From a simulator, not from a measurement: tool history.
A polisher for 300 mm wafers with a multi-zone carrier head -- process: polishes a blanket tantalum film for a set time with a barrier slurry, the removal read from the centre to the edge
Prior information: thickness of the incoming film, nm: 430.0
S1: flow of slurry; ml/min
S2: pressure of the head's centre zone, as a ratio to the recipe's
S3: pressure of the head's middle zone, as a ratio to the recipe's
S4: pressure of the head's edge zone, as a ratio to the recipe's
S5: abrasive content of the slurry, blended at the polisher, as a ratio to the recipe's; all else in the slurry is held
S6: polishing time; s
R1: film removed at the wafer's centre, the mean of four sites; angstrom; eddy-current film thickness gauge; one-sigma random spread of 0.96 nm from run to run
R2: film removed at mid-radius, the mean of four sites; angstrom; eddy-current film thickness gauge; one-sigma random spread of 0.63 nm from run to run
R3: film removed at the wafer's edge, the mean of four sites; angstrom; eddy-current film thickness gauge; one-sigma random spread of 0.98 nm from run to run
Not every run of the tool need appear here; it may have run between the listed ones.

Run 1, day 0: S1 305 ml/min, S2 1, S3 1, S4 1, S5 1, S6 31 s. Result: R1 670.83 angstrom, R2 678.74 angstrom, R3 672.96 angstrom.
Run 2, day 0.254: S1 305 ml/min, S2 1, S3 1, S4 1.02, S5 1.05, S6 31 s. Result: R1 695.22 angstrom, R2 688.9 angstrom, R3 698.51 angstrom.
Run 3, day 0.388: S1 305 ml/min, S2 1, S3 1.05, S4 1.02, S5 1.05, S6 31 s. Result: R1 680.76 angstrom, R2 720.47 angstrom, R3 693.32 angstrom.
Run 4, day 0.496: S1 305 ml/min, S2 1, S3 1.05, S4 1.02, S5 1.05, S6 28 s. Result: R1 613.64 angstrom, R2 654.88 angstrom, R3 618.41 angstrom.
Run 5, day 0.862: S1 255 ml/min, S2 1, S3 1.05, S4 1.02, S5 1.05, S6 28 s. Result: R1 612.26 angstrom, R2 648.06 angstrom, R3 621.14 angstrom.
Run 6, day 1.183: S1 310 ml/min, S2 1, S3 1.05, S4 1.02, S5 1.05, S6 28 s. Result: R1 609.36 angstrom, R2 654.88 angstrom, R3 633.78 angstrom.

What does the tool deliver on the next run?
Run 7, day 1.225: S1 360 ml/min, S2 1.08, S3 1.04, S4 1.12, S5 1.3, S6 31 s. Result: R1 ?, R2 ?, R3 ?.

R1: 807.18 angstrom
R2: 776.76 angstrom
R3: 792.99 angstrom
